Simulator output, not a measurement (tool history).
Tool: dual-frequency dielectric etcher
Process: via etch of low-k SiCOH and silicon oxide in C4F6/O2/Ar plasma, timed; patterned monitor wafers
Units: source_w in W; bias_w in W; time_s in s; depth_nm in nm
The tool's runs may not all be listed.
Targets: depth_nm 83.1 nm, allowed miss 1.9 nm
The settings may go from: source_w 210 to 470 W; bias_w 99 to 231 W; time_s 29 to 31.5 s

{"run": 1, "hour": 0.0, "source_w": 340, "bias_w": 165, "time_s": 31.5, "depth_nm": 73.034}
{"run": 2, "hour": 6.0, "source_w": 340, "bias_w": 148, "time_s": 31.5, "depth_nm": 70.588}
{"run": 3, "hour": 10.9, "source_w": 340, "bias_w": 148, "time_s": 31.5, "depth_nm": 70.681}
{"run": 4, "hour": 16.5, "source_w": 370, "bias_w": 154, "time_s": 31.5, "depth_nm": 74.055}
{"run": 5, "hour": 22.5, "source_w": 400, "bias_w": 154, "time_s": 31.5, "depth_nm": 76.248}
{"run": 6, "hour": 26.2, "source_w": 420, "bias_w": 158, "time_s": 31.5, "depth_nm": 78.218}
{"run": 7, "hour": 33.7, "source_w": 420, "bias_w": 158, "time_s": 31.5, "depth_nm": 78.305}
{"run": 8, "hour": 41.7, "source_w": 430, "bias_w": 161, "time_s": 31.5, "depth_nm": 79.32}
{"run": 9, "hour": 48.0, "source_w": 430, "bias_w": 161, "time_s": 31.5, "depth_nm": 79.483}
{"run": 10, "hour": 50.9, "source_w": 440, "bias_w": 163, "time_s": 31.5, "depth_nm": 80.591}

4 next moves are on the table. One of them brings every result within its allowed miss. Which?
{"run": "A", "hour": 53.8, "source_w": 470, "bias_w": 151, "time_s": 30.5, "depth_nm": "?"}
{"run": "B", "hour": 53.8, "source_w": 470, "bias_w": 154, "time_s": 30, "depth_nm": "?"}
{"run": "C", "hour": 53.8, "source_w": 410, "bias_w": 203, "time_s": 31, "depth_nm": "?"}
{"run": "D", "hour": 53.8, "source_w": 400, "bias_w": 167, "time_s": 31.5, "depth_nm": "?"}

move=A depth_nm=78.211
move=B depth_nm=77.403
move=C depth_nm=82.894
move=D depth_nm=78.254
A: further off than the last run
B: further off than the last run
C: meets every target
D: further off than the last run
Move C is the one to make.
